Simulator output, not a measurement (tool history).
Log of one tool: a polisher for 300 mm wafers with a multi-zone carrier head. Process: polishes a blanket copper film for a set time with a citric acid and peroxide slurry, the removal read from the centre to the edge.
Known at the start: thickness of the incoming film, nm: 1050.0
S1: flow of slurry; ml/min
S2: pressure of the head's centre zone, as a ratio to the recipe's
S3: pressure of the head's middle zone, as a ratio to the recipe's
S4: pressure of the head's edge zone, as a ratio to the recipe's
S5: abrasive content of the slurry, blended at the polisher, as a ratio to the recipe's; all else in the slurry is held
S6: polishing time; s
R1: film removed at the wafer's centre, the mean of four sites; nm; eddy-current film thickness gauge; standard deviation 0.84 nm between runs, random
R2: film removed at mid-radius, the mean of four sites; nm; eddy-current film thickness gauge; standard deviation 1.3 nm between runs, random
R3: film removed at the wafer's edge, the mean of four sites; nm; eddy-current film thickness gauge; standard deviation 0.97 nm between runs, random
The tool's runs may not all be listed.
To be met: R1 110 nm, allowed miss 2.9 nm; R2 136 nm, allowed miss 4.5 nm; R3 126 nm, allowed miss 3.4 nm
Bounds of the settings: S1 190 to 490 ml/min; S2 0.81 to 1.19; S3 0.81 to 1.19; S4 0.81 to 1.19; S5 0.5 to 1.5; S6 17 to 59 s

run  hour   S1    S2    S3    S4    S5  S6      R1      R2      R3
  1     0  315     1     1     1     1  38  105.76  103.08  101.54
  2   0.7  315     1     1     1     1  29  79.803   77.81  78.734
  3   6.9  320  0.98  1.03  1.03   1.1  31  85.843  88.835  85.214
  4    13  310  0.95  1.03  1.05  1.15  33  87.982  93.942  92.554
  5  20.4  300  0.94  1.05  1.07   1.2  34  90.921  98.548  97.314
     25.1  -- worn pad replaced by a new one
  6  25.1  345  0.94  1.05  1.07   1.2  34  99.955  111.44  107.71
  7    32  360  0.93  1.05  1.07   1.2  34  101.21  109.12  106.13
  8  35.9  375  0.91  1.07  1.08   1.2  34  98.075  111.74  107.86
  9  41.6  395  0.91  1.08  1.09   1.2  34   98.19  114.79  108.42
 10  46.8  410  0.91  1.09   1.1   1.2  34   99.12  114.93  110.54
 11  50.3  425  0.91   1.1   1.1  1.25  34  101.98  116.51  112.34

Pick the move, out of 5, that brings all results within their allowed miss; only one does.
  A  53.8  455  0.82  1.12  1.03  1.05  44   ?   ?   ?
  B  53.8  490   0.9  1.09  1.03   1.3  39   ?   ?   ?
  C  53.8  480  0.88  1.12  1.11  1.15  39   ?   ?   ?
  D  53.8  445  0.92  1.09  1.19  1.25  37   ?   ?   ?
  E  53.8  485  1.09  1.19  0.95   1.5  32   ?   ?   ?

move      R1      R2      R3
   A  114.48  151.21  132.89
   B  115.26   137.3  123.47
   C  110.14  136.89  124.83
   D  109.83  128.41  124.46
   E  115.12  125.01  100.22
A: moves the result that the last run missed by most past its target, out the other side
B: gets the furthest-off result to its target, but another result is out of tolerance
C: meets every target
D: moves toward the targets from the last run without getting all of them in spec
E: further off than the last run
The move that meets every target is C.
